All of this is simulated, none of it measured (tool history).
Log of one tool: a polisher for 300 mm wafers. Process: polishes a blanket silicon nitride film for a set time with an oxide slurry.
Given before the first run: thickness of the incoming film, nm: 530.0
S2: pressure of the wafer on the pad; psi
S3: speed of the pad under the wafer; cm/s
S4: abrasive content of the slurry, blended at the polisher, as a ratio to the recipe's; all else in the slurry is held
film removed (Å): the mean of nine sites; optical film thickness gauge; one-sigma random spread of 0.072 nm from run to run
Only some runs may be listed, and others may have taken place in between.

{"run": 1, "day": 0.0, "flow of slurry (ml/min)": 240, "S2": 3.1, "S3": 108, "S4": 1.0, "polishing time (s)": 22, "film removed (Å)": 139.07}
{"run": 2, "day": 0.35, "flow of slurry (ml/min)": 240, "S2": 3.1, "S3": 108, "S4": 1.15, "polishing time (s)": 22, "film removed (Å)": 144.89}
{"run": 3, "day": 0.588, "flow of slurry (ml/min)": 240, "S2": 3.1, "S3": 108, "S4": 1.35, "polishing time (s)": 22, "film removed (Å)": 151.61}
{"run": 4, "day": 0.867, "flow of slurry (ml/min)": 235, "S2": 2.7, "S3": 108, "S4": 1.35, "polishing time (s)": 22, "film removed (Å)": 130.22}
{"run": 5, "day": 1.088, "flow of slurry (ml/min)": 230, "S2": 2.5, "S3": 108, "S4": 1.35, "polishing time (s)": 22, "film removed (Å)": 121.0}
{"run": 6, "day": 1.162, "flow of slurry (ml/min)": 205, "S2": 2.5, "S3": 108, "S4": 1.35, "polishing time (s)": 22, "film removed (Å)": 117.77}
{"run": 7, "day": 1.5, "flow of slurry (ml/min)": 195, "S2": 2.4, "S3": 108, "S4": 1.35, "polishing time (s)": 22, "film removed (Å)": 115.07}
{"run": 8, "day": 1.6, "flow of slurry (ml/min)": 195, "S2": 2.2, "S3": 108, "S4": 1.35, "polishing time (s)": 22, "film removed (Å)": 102.91}

Estimate the outcome of run 9 from the log above:
{"run": 9, "day": 1.767, "flow of slurry (ml/min)": 195, "S2": 2.2, "S3": 108, "S4": 1.35, "polishing time (s)": 22, "film removed (Å)": "?"}

{"run 9": {"film removed (Å)": 104.46}}
